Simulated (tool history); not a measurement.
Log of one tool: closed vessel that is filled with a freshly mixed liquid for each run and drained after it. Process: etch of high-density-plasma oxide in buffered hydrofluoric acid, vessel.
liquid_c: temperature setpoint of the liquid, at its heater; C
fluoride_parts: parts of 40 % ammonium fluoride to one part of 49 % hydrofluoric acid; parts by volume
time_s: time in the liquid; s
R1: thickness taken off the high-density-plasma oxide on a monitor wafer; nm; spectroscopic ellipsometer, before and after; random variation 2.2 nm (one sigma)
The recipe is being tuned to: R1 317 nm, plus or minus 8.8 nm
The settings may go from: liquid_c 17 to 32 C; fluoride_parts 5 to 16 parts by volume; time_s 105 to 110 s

{"run": 1, "day": 0.0, "liquid_c": 25, "fluoride_parts": 9.5, "time_s": 105, "R1": 209.32}
{"run": 2, "day": 0.05, "liquid_c": 28.5, "fluoride_parts": 9.5, "time_s": 105, "R1": 255.31}
{"run": 3, "day": 0.292, "liquid_c": 29, "fluoride_parts": 9.5, "time_s": 105, "R1": 260.26}
{"run": 4, "day": 0.558, "liquid_c": 29.5, "fluoride_parts": 9.5, "time_s": 105, "R1": 265.91}
{"run": 5, "day": 0.867, "liquid_c": 30, "fluoride_parts": 9.5, "time_s": 105, "R1": 268.13}
{"run": 6, "day": 0.979, "liquid_c": 30, "fluoride_parts": 9.5, "time_s": 110, "R1": 287.89}
{"run": 7, "day": 1.146, "liquid_c": 30.5, "fluoride_parts": 9.5, "time_s": 110, "R1": 294.06}
{"run": 8, "day": 1.317, "liquid_c": 31, "fluoride_parts": 9.5, "time_s": 110, "R1": 303.15}

Which one of the following 5 next-run settings gets every result inside its allowed miss? There is exactly one.
{"run": "A", "day": 1.488, "liquid_c": 32, "fluoride_parts": 10.5, "time_s": 110, "R1": "?"}
{"run": "B", "day": 1.488, "liquid_c": 31.5, "fluoride_parts": 9.5, "time_s": 105, "R1": "?"}
{"run": "C", "day": 1.488, "liquid_c": 26, "fluoride_parts": 7.5, "time_s": 110, "R1": "?"}
{"run": "D", "day": 1.488, "liquid_c": 29.5, "fluoride_parts": 9, "time_s": 110, "R1": "?"}
{"run": "E", "day": 1.488, "liquid_c": 28.5, "fluoride_parts": 8, "time_s": 110, "R1": "?"}

move=A R1=300.25
move=B R1=297.35
move=C R1=300.83
move=D R1=297.51
move=E R1=320.59
A: moves away from the targets compared with the last run
B: moves away from the targets compared with the last run
C: moves away from the targets compared with the last run
D: moves away from the targets compared with the last run
E: all results in spec
Move E is the one to make.
